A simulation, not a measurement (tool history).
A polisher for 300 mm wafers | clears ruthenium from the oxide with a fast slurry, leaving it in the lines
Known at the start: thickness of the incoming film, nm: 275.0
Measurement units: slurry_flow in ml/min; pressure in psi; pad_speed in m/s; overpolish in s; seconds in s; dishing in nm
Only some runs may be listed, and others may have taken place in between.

run	hour	slurry_flow	pressure	pad_speed	slurry_solids	overpolish	seconds	dishing
1	0	245	1.6	1	1	16	134.36	28.186
2	2.9	245	1.9	1.04	1	14	110.29	31.129
3	5.1	245	2.1	1.1	1	12	93.517	31.121
4	8.1	245	2.3	1.14	1	12	85.014	34.234
5	15.9	245	2.4	1.2	1	12	76.328	37.708
6	24.4	245	2.6	1.2	1	12	72.495	39.497
7	30	245	2.6	1.26	1	12	68.496	41.873

Run 8 is up next; what results do you expect?
8	34.5	245	2.6	1.3	1	12	?	?

Run 8 gave seconds 65.952 s, dishing 43.175 nm.
